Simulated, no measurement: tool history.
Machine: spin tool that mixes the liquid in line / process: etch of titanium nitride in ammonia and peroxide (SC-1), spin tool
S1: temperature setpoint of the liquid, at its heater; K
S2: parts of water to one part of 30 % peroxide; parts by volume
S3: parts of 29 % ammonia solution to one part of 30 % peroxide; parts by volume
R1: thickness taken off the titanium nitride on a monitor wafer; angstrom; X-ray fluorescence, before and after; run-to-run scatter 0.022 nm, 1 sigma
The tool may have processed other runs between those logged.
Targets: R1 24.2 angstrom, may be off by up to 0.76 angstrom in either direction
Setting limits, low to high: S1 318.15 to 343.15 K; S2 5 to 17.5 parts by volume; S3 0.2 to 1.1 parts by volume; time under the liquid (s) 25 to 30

run 1 hour=0 | S1=334.15 S2=9.5 S3=0.6 time_under_the_liquid_(s)=30 | R1=37.629
run 2 hour=9 | S1=332.15 S2=9.5 S3=0.6 time_under_the_liquid_(s)=30 | R1=33.063
run 3 hour=14.4 | S1=336.65 S2=9.5 S3=0.6 time_under_the_liquid_(s)=30 | R1=43.996
run 4 hour=20.4 | S1=341.15 S2=9.5 S3=0.6 time_under_the_liquid_(s)=30 | R1=58.087
run 5 hour=29.3 | S1=341.15 S2=6.5 S3=0.6 time_under_the_liquid_(s)=30 | R1=71.05
run 6 hour=30.9 | S1=336.15 S2=6.5 S3=0.6 time_under_the_liquid_(s)=30 | R1=52.018
run 7 hour=37.7 | S1=332.65 S2=6.5 S3=0.6 time_under_the_liquid_(s)=30 | R1=40.692
run 8 hour=39.1 | S1=330.15 S2=6.5 S3=0.6 time_under_the_liquid_(s)=30 | R1=35.093
run 9 hour=39.6 | S1=328.65 S2=6.5 S3=0.6 time_under_the_liquid_(s)=30 | R1=31.554
run 10 hour=43.9 | S1=327.65 S2=6.5 S3=0.6 time_under_the_liquid_(s)=30 | R1=29.249
run 11 hour=45.3 | S1=326.65 S2=6.5 S3=0.6 time_under_the_liquid_(s)=30 | R1=27.158
-- hour=49.7 ammonia flow meter replaced
run 12 hour=49.7 | S1=326.15 S2=6.5 S3=0.6 time_under_the_liquid_(s)=30 | R1=26.956
run 13 hour=57.1 | S1=325.65 S2=6.5 S3=0.6 time_under_the_liquid_(s)=30 | R1=26.079
run 14 hour=61.2 | S1=325.15 S2=6.5 S3=0.6 time_under_the_liquid_(s)=30 | R1=25.33

Which one of the following 4 next-run settings gets every result inside its allowed miss? There is exactly one.
run A hour=65.3 | S1=327.65 S2=7 S3=0.4 time_under_the_liquid_(s)=30 | R1=?
run B hour=65.3 | S1=328.15 S2=8.5 S3=0.5 time_under_the_liquid_(s)=30 | R1=?
run C hour=65.3 | S1=326.15 S2=8.5 S3=0.75 time_under_the_liquid_(s)=30 | R1=?
run D hour=65.3 | S1=326.65 S2=5 S3=0.55 time_under_the_liquid_(s)=25 | R1=?

move=A R1=26.723
move=B R1=26.033
move=C R1=24.281
move=D R1=25.743
A: the biggest miss grows against the last run
B: the biggest miss grows against the last run
C: every result lands within tolerance
D: the biggest miss grows against the last run
So the answer is move C, the one that meets all the targets.
